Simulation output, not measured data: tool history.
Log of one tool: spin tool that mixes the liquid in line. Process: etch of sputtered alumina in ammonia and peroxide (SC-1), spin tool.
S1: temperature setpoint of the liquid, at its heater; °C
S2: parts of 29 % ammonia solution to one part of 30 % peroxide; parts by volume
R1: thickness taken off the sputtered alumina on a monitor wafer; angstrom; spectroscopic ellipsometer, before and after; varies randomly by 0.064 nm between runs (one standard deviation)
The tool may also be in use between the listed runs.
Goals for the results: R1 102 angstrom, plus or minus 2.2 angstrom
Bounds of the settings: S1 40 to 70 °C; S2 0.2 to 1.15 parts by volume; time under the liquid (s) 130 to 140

{"run": 1, "day": 0.0, "S1": 56, "S2": 0.65, "time under the liquid (s)": 130, "R1": 70.927}
{"run": 2, "day": 0.371, "S1": 51.5, "S2": 0.65, "time under the liquid (s)": 130, "R1": 54.987}
{"run": 3, "day": 0.525, "S1": 51.5, "S2": 0.45, "time under the liquid (s)": 130, "R1": 52.745}
{"run": 4, "day": 0.6, "S1": 53.5, "S2": 0.45, "time under the liquid (s)": 130, "R1": 60.088}
{"run": 5, "day": 0.754, "S1": 55, "S2": 0.45, "time under the liquid (s)": 130, "R1": 64.298}
{"run": 6, "day": 1.062, "S1": 55, "S2": 0.25, "time under the liquid (s)": 130, "R1": 61.678}
{"run": 7, "day": 1.325, "S1": 56.5, "S2": 0.25, "time under the liquid (s)": 130, "R1": 65.719}
{"run": 8, "day": 1.479, "S1": 58, "S2": 0.25, "time under the liquid (s)": 130, "R1": 72.278}
{"run": 9, "day": 1.821, "S1": 59, "S2": 0.25, "time under the liquid (s)": 130, "R1": 75.335}
{"run": 10, "day": 1.854, "S1": 60, "S2": 0.25, "time under the liquid (s)": 130, "R1": 79.719}
{"run": 11, "day": 2.212, "S1": 61, "S2": 0.25, "time under the liquid (s)": 130, "R1": 82.307}
{"run": 12, "day": 2.342, "S1": 66, "S2": 0.25, "time under the liquid (s)": 130, "R1": 107.6}
{"run": 13, "day": 2.508, "S1": 65.5, "S2": 0.25, "time under the liquid (s)": 130, "R1": 106.07}

Pick the move, out of 4, that brings all results within their allowed miss; only one does.
{"run": "A", "day": 2.675, "S1": 64, "S2": 0.4, "time under the liquid (s)": 140, "R1": "?"}
{"run": "B", "day": 2.675, "S1": 65, "S2": 0.35, "time under the liquid (s)": 135, "R1": "?"}
{"run": "C", "day": 2.675, "S1": 64.5, "S2": 0.35, "time under the liquid (s)": 130, "R1": "?"}
{"run": "D", "day": 2.675, "S1": 62.5, "S2": 0.6, "time under the liquid (s)": 140, "R1": "?"}

move=A R1=109.14
move=B R1=109.23
move=C R1=102.6
move=D R1=105.17
A: its largest miss is bigger than the last run's
B: its largest miss is bigger than the last run's
C: each result inside its tolerance
D: closer than the last run, but not yet in spec
C is the move that brings every result within its allowed miss.
